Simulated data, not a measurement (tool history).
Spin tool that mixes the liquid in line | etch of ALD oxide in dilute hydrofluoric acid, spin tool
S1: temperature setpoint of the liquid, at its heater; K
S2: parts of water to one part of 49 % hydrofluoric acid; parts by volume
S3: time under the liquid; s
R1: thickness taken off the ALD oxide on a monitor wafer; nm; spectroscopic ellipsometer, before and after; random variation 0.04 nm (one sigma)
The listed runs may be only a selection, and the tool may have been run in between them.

run	hour	S1	S2	S3	R1
1	0	299.15	300	110	7.4252
2	7.3	299.15	300	110	7.3367
3	11.7	299.15	375	110	5.4087
4	16.3	299.15	375	120	5.8888
5	23.2	297.15	375	120	5.4147
6	28.2	296.65	375	120	5.4318

What does the tool deliver on the next run?
7	33	296.15	380	120	?

Run 7 came out at R1 5.2962 nm.
